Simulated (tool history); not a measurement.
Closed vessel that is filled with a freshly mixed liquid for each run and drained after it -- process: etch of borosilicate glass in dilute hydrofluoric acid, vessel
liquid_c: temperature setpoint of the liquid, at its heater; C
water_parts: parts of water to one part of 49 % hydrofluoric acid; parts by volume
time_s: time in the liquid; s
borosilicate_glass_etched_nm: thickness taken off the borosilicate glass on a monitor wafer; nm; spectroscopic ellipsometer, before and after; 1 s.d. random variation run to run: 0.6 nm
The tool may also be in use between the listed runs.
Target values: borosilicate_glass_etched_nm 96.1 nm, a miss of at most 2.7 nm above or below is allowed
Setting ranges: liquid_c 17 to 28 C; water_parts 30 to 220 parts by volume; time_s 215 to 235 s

run 1 day=0 | liquid_c=20 water_parts=125 time_s=215 | borosilicate_glass_etched_nm=40.703
run 2 day=0.183 | liquid_c=20 water_parts=155 time_s=215 | borosilicate_glass_etched_nm=32.279
run 3 day=0.467 | liquid_c=22.5 water_parts=155 time_s=215 | borosilicate_glass_etched_nm=35.269
run 4 day=0.667 | liquid_c=23 water_parts=140 time_s=215 | borosilicate_glass_etched_nm=40.512
run 5 day=0.996 | liquid_c=23 water_parts=110 time_s=215 | borosilicate_glass_etched_nm=53.036
run 6 day=1.192 | liquid_c=23 water_parts=110 time_s=215 | borosilicate_glass_etched_nm=53.185
run 7 day=1.567 | liquid_c=23.5 water_parts=105 time_s=215 | borosilicate_glass_etched_nm=56.886
run 8 day=1.883 | liquid_c=24 water_parts=100 time_s=215 | borosilicate_glass_etched_nm=61.026
run 9 day=2.208 | liquid_c=24.5 water_parts=95 time_s=215 | borosilicate_glass_etched_nm=66.791
run 10 day=2.396 | liquid_c=25 water_parts=90 time_s=215 | borosilicate_glass_etched_nm=72.625
run 11 day=2.475 | liquid_c=28 water_parts=70 time_s=215 | borosilicate_glass_etched_nm=107.71
run 12 day=2.85 | liquid_c=26 water_parts=70 time_s=215 | borosilicate_glass_etched_nm=99.518

4 next moves are on the table. One of them brings every result within its allowed miss. Which?
run A day=3.225 | liquid_c=27 water_parts=80 time_s=215 | borosilicate_glass_etched_nm=?
run B day=3.225 | liquid_c=27.5 water_parts=80 time_s=225 | borosilicate_glass_etched_nm=?
run C day=3.225 | liquid_c=24.5 water_parts=80 time_s=235 | borosilicate_glass_etched_nm=?
run D day=3.225 | liquid_c=25.5 water_parts=65 time_s=215 | borosilicate_glass_etched_nm=?

move=A borosilicate_glass_etched_nm=88.759
move=B borosilicate_glass_etched_nm=94.72
move=C borosilicate_glass_etched_nm=87.869
move=D borosilicate_glass_etched_nm=105.04
A: moves the result that the last run missed by most past its target, out the other side
B: meets every target
C: moves the result that the last run missed by most past its target, out the other side
D: the biggest miss grows against the last run
The move that meets every target is B.
